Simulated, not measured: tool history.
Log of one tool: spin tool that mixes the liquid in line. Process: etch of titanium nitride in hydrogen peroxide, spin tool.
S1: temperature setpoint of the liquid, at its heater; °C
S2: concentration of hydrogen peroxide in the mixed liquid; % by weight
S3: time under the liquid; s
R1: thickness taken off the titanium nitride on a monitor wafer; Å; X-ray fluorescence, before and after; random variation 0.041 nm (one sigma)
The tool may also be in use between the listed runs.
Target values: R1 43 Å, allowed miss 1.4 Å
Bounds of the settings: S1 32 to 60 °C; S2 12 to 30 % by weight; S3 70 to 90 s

{"run": 1, "hour": 0.0, "S1": 44, "S2": 22, "S3": 90, "R1": 16.321}
{"run": 2, "hour": 3.1, "S1": 48, "S2": 22, "S3": 90, "R1": 21.753}
{"run": 3, "hour": 5.7, "S1": 51, "S2": 22, "S3": 90, "R1": 27.274}
{"run": 4, "hour": 12.3, "S1": 53, "S2": 22, "S3": 90, "R1": 31.534}
{"run": 5, "hour": 16.6, "S1": 53, "S2": 22, "S3": 70, "R1": 24.68}
{"run": 6, "hour": 21.6, "S1": 55, "S2": 23, "S3": 75, "R1": 30.837}
{"run": 7, "hour": 27.9, "S1": 56.5, "S2": 23, "S3": 75, "R1": 34.376}
{"run": 8, "hour": 33.3, "S1": 57.5, "S2": 23, "S3": 75, "R1": 36.424}
{"run": 9, "hour": 40.4, "S1": 58, "S2": 23, "S3": 75, "R1": 37.217}
{"run": 10, "hour": 45.4, "S1": 58, "S2": 23, "S3": 75, "R1": 37.369}
{"run": 11, "hour": 51.0, "S1": 58.5, "S2": 23, "S3": 75, "R1": 39.738}
{"run": 12, "hour": 53.4, "S1": 59, "S2": 23, "S3": 75, "R1": 40.045}

Which one of the following 4 next-run settings gets every result inside its allowed miss? There is exactly one.
{"run": "A", "hour": 55.8, "S1": 59, "S2": 23, "S3": 85, "R1": "?"}
{"run": "B", "hour": 55.8, "S1": 60, "S2": 24.5, "S3": 75, "R1": "?"}
{"run": "C", "hour": 55.8, "S1": 59.5, "S2": 19, "S3": 85, "R1": "?"}
{"run": "D", "hour": 55.8, "S1": 57, "S2": 25.5, "S3": 80, "R1": "?"}

move=A R1=46.079
move=B R1=44.127
move=C R1=45.76
move=D R1=38.652
A: takes the result that was furthest off past its target
B: in spec on every target
C: takes the result that was furthest off past its target
D: misses by more than the last run did
Move B is the one to make.
